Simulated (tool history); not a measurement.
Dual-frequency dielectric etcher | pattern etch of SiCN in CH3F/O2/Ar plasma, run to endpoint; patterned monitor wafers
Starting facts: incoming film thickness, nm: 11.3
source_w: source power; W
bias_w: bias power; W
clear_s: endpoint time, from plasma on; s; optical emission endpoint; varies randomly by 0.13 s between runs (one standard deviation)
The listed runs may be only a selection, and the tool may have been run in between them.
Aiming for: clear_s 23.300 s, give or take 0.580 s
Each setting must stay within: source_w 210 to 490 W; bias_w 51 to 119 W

{"run": 1, "hour": 0.0, "source_w": 350, "bias_w": 85, "clear_s": 27.822}
{"run": 2, "hour": 1.5, "source_w": 380, "bias_w": 85, "clear_s": 27.116}
{"run": 3, "hour": 2.1, "source_w": 410, "bias_w": 90, "clear_s": 25.523}
{"run": 4, "hour": 6.3, "source_w": 380, "bias_w": 90, "clear_s": 25.931}
{"run": 5, "hour": 11.5, "source_w": 380, "bias_w": 78, "clear_s": 28.362}
{"run": 6, "hour": 14.0, "source_w": 380, "bias_w": 69, "clear_s": 30.25}
{"run": 7, "hour": 14.8, "source_w": 410, "bias_w": 77, "clear_s": 27.41}
{"run": 8, "hour": 15.5, "source_w": 430, "bias_w": 81, "clear_s": 26.883}
{"hour": 24.1, "done": "wet clean of the chamber"}
{"run": 9, "hour": 24.1, "source_w": 440, "bias_w": 86, "clear_s": 24.908}
{"run": 10, "hour": 25.3, "source_w": 450, "bias_w": 87, "clear_s": 24.65}
{"run": 11, "hour": 32.5, "source_w": 460, "bias_w": 88, "clear_s": 24.341}

Below are 5 possible settings for the next run. Only one of them brings all results inside the allowed miss of their targets. Which is it?
{"run": "A", "hour": 39.7, "source_w": 470, "bias_w": 92, "clear_s": "?"}
{"run": "B", "hour": 39.7, "source_w": 430, "bias_w": 91, "clear_s": "?"}
{"run": "C", "hour": 39.7, "source_w": 490, "bias_w": 102, "clear_s": "?"}
{"run": "D", "hour": 39.7, "source_w": 470, "bias_w": 85, "clear_s": "?"}
{"run": "E", "hour": 39.7, "source_w": 450, "bias_w": 88, "clear_s": "?"}

move=A clear_s=23.271
move=B clear_s=24.101
move=C clear_s=21.712
move=D clear_s=24.307
move=E clear_s=24.188
A: every result lands within tolerance
B: closer than the last run, but not yet in spec
C: moves the result that the last run missed by most past its target, out the other side
D: just as far off the targets as the last run
E: closer than the last run, but not yet in spec
A meets every target.

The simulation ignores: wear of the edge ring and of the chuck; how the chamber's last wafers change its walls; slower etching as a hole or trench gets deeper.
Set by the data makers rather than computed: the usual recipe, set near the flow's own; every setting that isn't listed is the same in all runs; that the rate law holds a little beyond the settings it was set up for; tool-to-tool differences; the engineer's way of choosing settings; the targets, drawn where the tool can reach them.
